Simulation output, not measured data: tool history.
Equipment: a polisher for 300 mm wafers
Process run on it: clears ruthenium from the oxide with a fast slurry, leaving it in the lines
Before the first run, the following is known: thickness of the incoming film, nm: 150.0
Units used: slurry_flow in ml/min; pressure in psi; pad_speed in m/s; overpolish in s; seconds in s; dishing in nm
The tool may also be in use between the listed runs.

run,day,slurry_flow,pressure,pad_speed,slurry_solids,overpolish,seconds,dishing
1,0.000,170,3.1,1.30,1.0,26,24.201,96.191
2,0.333,170,3.1,1.30,1.0,23,23.612,93.004
3,0.625,170,3.1,1.30,1.0,20,23.699,82.184
4,0.854,170,3.1,1.30,1.0,18,24.329,74.987
5,1.138,170,3.4,1.30,1.0,18,21.643,81.757
6,1.225,170,3.4,1.30,1.0,17,21.808,76.129
7,1.525,170,3.4,1.30,1.0,16,21.953,73.925

What will run 8 give?
8,1.621,170,3.4,1.30,1.0,15,?,?

seconds: 21.535 s
dishing: 68.280 nm

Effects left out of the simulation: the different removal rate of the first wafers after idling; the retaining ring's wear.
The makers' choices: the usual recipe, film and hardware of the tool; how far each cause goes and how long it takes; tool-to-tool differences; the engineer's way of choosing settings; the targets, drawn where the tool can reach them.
